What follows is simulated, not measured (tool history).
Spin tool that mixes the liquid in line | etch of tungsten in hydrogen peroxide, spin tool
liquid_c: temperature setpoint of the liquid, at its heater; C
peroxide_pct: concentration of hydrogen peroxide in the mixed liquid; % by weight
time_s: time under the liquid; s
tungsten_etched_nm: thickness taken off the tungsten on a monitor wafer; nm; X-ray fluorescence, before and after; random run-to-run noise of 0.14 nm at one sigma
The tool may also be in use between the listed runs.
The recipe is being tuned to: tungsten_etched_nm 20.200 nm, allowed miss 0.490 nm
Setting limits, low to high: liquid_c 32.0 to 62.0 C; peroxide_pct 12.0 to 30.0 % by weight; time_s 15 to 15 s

run,day,liquid_c,peroxide_pct,time_s,tungsten_etched_nm
1,0.000,46.0,21.5,15,28.910
2,0.238,44.5,21.5,15,26.011
3,0.312,43.5,21.5,15,24.384
4,0.562,43.0,21.5,15,24.200
5,0.775,43.0,25.5,15,26.348
6,1.042,43.0,22.0,15,24.249
7,1.212,43.0,22.0,15,24.392
8,1.275,39.5,22.0,15,19.308

Exercise: of the 5 proposed moves below, exactly one satisfies all targets within the stated allowed misses. Which move is it?
A,1.338,41.5,20.0,15,?
B,1.338,38.0,24.0,15,?
C,1.338,41.0,22.0,15,?
D,1.338,38.5,27.5,15,?
E,1.338,39.0,21.5,15,?

move,tungsten_etched_nm
A,20.909
B,18.232
C,21.233
D,20.169
E,18.428
A: moves the result that the last run missed by most past its target, out the other side
B: lands further from the targets than the last run did
C: moves the result that the last run missed by most past its target, out the other side
D: hits every target within its allowed miss
E: lands further from the targets than the last run did
Correct choice: D, which meets every target
